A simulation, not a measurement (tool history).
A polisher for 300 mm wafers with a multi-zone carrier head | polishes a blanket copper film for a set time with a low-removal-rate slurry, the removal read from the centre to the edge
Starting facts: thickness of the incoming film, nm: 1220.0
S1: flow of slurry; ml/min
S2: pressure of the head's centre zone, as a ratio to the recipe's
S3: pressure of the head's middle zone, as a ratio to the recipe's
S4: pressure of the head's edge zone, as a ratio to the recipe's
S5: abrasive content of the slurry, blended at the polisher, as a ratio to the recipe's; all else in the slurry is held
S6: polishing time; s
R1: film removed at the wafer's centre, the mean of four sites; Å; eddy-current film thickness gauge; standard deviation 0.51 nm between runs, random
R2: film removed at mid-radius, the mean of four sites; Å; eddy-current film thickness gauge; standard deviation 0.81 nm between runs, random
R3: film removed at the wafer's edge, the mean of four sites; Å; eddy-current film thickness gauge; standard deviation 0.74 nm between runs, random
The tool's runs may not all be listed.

run	hour	S1	S2	S3	S4	S5	S6	R1	R2	R3
1	0.0	220	1.00	1.00	1.00	1.00	56	814.65	818.51	777.04
2	5.7	220	1.00	1.00	1.00	1.00	47	680.97	682.27	671.26
3	6.4	220	1.00	1.00	1.00	0.85	47	661.38	649.02	637.79
4	12.2	220	1.00	1.00	0.98	0.80	47	646.50	636.96	620.58
5	17.0	220	1.00	1.00	0.98	0.80	35	479.36	482.78	457.31
6	18.1	220	1.00	0.94	0.98	0.80	35	481.32	444.50	466.36

Run 7 comes next. What will it give?
7	26.8	225	1.01	0.96	0.99	0.80	35	?	?	?

R1: 481.04 Å
R2: 456.07 Å
R3: 463.62 Å
